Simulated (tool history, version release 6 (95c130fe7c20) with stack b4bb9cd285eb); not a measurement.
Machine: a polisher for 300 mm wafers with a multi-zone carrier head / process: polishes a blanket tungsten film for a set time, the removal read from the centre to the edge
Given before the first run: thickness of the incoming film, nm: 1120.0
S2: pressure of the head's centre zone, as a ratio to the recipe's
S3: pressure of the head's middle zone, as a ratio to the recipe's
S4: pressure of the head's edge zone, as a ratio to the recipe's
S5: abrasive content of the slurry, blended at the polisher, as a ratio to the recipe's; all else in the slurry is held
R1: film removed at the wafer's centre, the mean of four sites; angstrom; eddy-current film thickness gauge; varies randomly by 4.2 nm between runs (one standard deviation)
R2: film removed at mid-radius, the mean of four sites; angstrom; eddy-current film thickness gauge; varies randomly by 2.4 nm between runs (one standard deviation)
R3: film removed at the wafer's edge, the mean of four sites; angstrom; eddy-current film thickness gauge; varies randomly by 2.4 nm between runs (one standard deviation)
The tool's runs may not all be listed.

run 1 hour=0.0 | flow_of_slurry_(ml/min)=260 S2=1.00 S3=1.00 S4=1.00 S5=1.00 polishing_time_(s)=50 | R1=2252.7 R2=2228.8 R3=2237.7
run 2 hour=7.4 | flow_of_slurry_(ml/min)=260 S2=0.99 S3=0.99 S4=1.03 S5=1.10 polishing_time_(s)=51 | R1=2394.3 R2=2269.3 R3=2315.5
run 3 hour=8.9 | flow_of_slurry_(ml/min)=255 S2=0.96 S3=0.98 S4=1.05 S5=1.10 polishing_time_(s)=54 | R1=2426.0 R2=2397.5 R3=2524.9
run 4 hour=11.4 | flow_of_slurry_(ml/min)=255 S2=0.96 S3=0.98 S4=1.13 S5=1.10 polishing_time_(s)=54 | R1=2445.7 R2=2387.1 R3=2625.9
run 5 hour=12.7 | flow_of_slurry_(ml/min)=255 S2=0.96 S3=0.98 S4=1.13 S5=1.10 polishing_time_(s)=60 | R1=2653.0 R2=2682.6 R3=2846.2
run 6 hour=16.8 | flow_of_slurry_(ml/min)=255 S2=1.05 S3=0.98 S4=1.13 S5=1.10 polishing_time_(s)=60 | R1=2912.5 R2=2682.5 R3=2893.0
run 7 hour=19.3 | flow_of_slurry_(ml/min)=265 S2=0.95 S3=0.94 S4=1.19 S5=1.35 polishing_time_(s)=61 | R1=2831.0 R2=2744.5 R3=3183.1

Predict the results of run 8:
run 8 hour=24.2 | flow_of_slurry_(ml/min)=265 S2=0.95 S3=0.94 S4=1.19 S5=1.35 polishing_time_(s)=61 | R1=? R2=? R3=?

R1: 2820.0 angstrom
R2: 2775.7 angstrom
R3: 3215.8 angstrom

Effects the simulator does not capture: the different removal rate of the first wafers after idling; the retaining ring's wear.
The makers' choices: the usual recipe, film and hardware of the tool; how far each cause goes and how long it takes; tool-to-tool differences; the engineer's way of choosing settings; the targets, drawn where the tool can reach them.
